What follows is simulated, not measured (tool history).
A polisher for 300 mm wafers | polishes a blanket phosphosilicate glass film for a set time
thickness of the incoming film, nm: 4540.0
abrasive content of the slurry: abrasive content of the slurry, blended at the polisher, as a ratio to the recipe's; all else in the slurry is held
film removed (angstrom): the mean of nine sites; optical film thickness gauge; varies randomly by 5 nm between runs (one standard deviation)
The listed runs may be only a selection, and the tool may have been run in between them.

run	hour	flow of slurry (ml/min)	pressure of the wafer on the pad (kPa)	speed of the pad under the wafer (m/s)	abrasive content of the slurry	polishing time (s)	film removed (angstrom)
1	0	310	26.2	0.98	1	47	5386.2
2	1.1	310	24.1	0.98	1	47	4863.2
3	5.5	310	21.4	0.98	1	47	4181.4
4	14	310	20.7	0.98	1	47	4146.6
5	20.6	310	20	0.98	1	47	4077.3
6	25.2	310	19.3	0.98	1	47	3891.9
7	27.1	310	18.6	0.98	1	47	3800.1

Run 8, settings as shown, results not yet in. Your forecast:
8	30	310	17.9	0.98	1	47	?

film removed (angstrom): 3601.1
